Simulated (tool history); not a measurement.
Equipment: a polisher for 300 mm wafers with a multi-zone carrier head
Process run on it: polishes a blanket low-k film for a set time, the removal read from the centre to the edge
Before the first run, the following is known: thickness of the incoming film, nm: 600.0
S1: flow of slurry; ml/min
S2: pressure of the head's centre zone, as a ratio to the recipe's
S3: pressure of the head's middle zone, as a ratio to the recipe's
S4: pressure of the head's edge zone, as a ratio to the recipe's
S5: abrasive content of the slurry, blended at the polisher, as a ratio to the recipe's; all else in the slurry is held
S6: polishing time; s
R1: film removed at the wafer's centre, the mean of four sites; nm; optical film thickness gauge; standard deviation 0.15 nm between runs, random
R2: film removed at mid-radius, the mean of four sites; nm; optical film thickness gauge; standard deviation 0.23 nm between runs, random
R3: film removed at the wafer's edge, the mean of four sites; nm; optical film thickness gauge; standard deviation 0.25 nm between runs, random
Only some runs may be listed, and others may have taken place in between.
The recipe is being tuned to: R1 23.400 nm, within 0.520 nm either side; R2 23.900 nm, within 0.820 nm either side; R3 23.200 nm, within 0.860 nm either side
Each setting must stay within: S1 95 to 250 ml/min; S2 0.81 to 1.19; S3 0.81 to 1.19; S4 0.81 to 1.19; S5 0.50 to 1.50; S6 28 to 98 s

run	hour	S1	S2	S3	S4	S5	S6	R1	R2	R3
1	0.0	160	1.00	1.00	1.00	1.00	63	44.614	44.859	41.866
2	8.4	130	1.00	1.00	1.00	1.00	63	42.363	42.319	40.946
3	11.4	130	0.98	0.98	0.97	0.90	60	37.857	38.190	36.303
4	19.8	130	0.98	0.93	0.97	0.90	60	38.018	37.233	36.002
5	22.7	130	0.98	0.93	0.94	0.90	60	38.090	36.282	36.021
6	31.2	130	0.96	0.92	0.92	0.80	58	33.811	33.886	32.566
7	37.8	130	0.96	0.92	0.92	0.80	58	33.732	33.709	32.481
# hour 45.6: edge zone pressure recalibrated
8	45.6	125	0.95	0.90	0.90	0.75	57	31.594	31.918	32.409
9	49.5	135	0.95	0.90	0.90	0.70	54	29.821	28.358	29.363
10	54.2	140	0.94	0.93	0.89	0.65	53	27.720	27.733	27.887
11	61.8	150	0.94	0.95	0.88	0.60	52	26.480	26.863	25.583
12	67.9	155	0.93	0.95	0.87	0.60	52	26.588	27.519	26.155
13	70.9	150	0.93	0.95	0.86	0.60	51	25.748	26.745	25.464
14	71.7	150	0.93	0.94	0.85	0.55	50	23.664	24.593	23.563
15	79.4	145	0.94	0.93	0.84	0.55	50	24.078	23.872	23.643

Which single option among these 4 for the next run brings every result within its allowed miss of target? Just one does.
A	87.1	125	0.95	0.95	0.87	0.55	50	?	?	?
B	87.1	150	0.96	0.91	0.85	0.55	51	?	?	?
C	87.1	110	0.86	0.81	0.91	0.50	59	?	?	?
D	87.1	140	0.97	0.83	0.86	0.55	50	?	?	?

move	R1	R2	R3
A	23.651	23.884	23.164
B	25.378	24.557	23.990
C	23.107	23.472	25.924
D	24.769	22.442	23.447
A: each result inside its tolerance
B: lands further from the targets than the last run did
C: gets the furthest-off result to its target, but another result is out of tolerance
D: lands further from the targets than the last run did
A is the move that brings every result within its allowed miss.

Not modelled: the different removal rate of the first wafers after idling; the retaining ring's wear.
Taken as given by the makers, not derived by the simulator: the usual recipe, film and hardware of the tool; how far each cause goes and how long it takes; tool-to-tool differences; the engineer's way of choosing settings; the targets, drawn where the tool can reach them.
